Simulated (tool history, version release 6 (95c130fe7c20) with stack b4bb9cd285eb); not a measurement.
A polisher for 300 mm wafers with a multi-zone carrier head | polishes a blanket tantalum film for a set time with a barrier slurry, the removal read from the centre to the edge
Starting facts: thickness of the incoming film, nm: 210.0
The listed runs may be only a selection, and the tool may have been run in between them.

run	hour	flow of slurry (ml/min)	pressure of the head's centre zone	pressure of the head's middle zone	pressure of the head's edge zone	abrasive content of the slurry	polishing time (s)	film removed at the wafer's centre (nm)	film removed at mid-radius (nm)	film removed at the wafer's edge (nm)
1	0	160	1	1	1	1	31	81.478	84.009	82.618
2	2.4	160	1	1	1	1	23	61.37	62.92	60.3
3	3.8	160	0.99	1	1.02	1.05	25	66.979	70.259	69.251
4	9	130	0.99	1	1.02	1.05	25	64.837	66.579	66.601
5	11.6	135	0.99	1.01	1.04	1.1	26	68.746	74.234	71.419
6	16	135	0.99	1.01	1.04	1.2	26	71.959	74.77	73.486
7	23.5	140	0.98	1.01	1.06	1.25	27	74.135	76.854	80.048

For run 8, what comes out?
8	26.2	145	0.98	1.03	1.08	1.3	28	?	?	?

{"run 8": {"film removed at the wafer's centre (nm)": 78.474, "film removed at mid-radius (nm)": 83.421, "film removed at the wafer's edge (nm)": 83.883}}
